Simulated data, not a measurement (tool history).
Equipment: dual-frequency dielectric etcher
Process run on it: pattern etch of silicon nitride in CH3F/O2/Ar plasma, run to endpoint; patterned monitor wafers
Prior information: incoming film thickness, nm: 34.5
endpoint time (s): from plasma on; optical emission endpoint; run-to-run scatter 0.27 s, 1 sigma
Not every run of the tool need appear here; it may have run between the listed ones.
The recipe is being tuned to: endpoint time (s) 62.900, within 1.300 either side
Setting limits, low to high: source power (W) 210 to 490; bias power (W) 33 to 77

Run 1, hour 0.0: source power (W) 350, bias power (W) 55. Result: endpoint time (s) 58.171.
Run 2, hour 2.6: source power (W) 380, bias power (W) 55. Result: endpoint time (s) 56.242.
Run 3, hour 5.2: source power (W) 380, bias power (W) 50. Result: endpoint time (s) 57.746.
Run 4, hour 10.8: source power (W) 380, bias power (W) 54. Result: endpoint time (s) 55.981.
Run 5, hour 15.7: source power (W) 370, bias power (W) 54. Result: endpoint time (s) 57.195.
Run 6, hour 21.1: source power (W) 360, bias power (W) 54. Result: endpoint time (s) 58.021.
Run 7, hour 26.0: source power (W) 350, bias power (W) 54. Result: endpoint time (s) 58.514.
Run 8, hour 29.7: source power (W) 280, bias power (W) 51. Result: endpoint time (s) 66.256.
Run 9, hour 30.6: source power (W) 300, bias power (W) 51. Result: endpoint time (s) 64.510.

Exactly one of the 5 candidate moves below puts every result within its allowed miss. Which one?
Run A, hour 31.5: source power (W) 370, bias power (W) 49. Result: endpoint time (s) ?.
Run B, hour 31.5: source power (W) 310, bias power (W) 58. Result: endpoint time (s) ?.
Run C, hour 31.5: source power (W) 350, bias power (W) 49. Result: endpoint time (s) ?.
Run D, hour 31.5: source power (W) 340, bias power (W) 54. Result: endpoint time (s) ?.
Run E, hour 31.5: source power (W) 300, bias power (W) 54. Result: endpoint time (s) ?.

move  endpoint time (s)
   A             59.087
   B             60.613
   C             60.704
   D             59.457
   E             63.262
A: moves the result that the last run missed by most past its target, out the other side
B: moves the result that the last run missed by most past its target, out the other side
C: moves the result that the last run missed by most past its target, out the other side
D: moves the result that the last run missed by most past its target, out the other side
E: hits every target within its allowed miss
So the answer is move E, the one that meets all the targets.
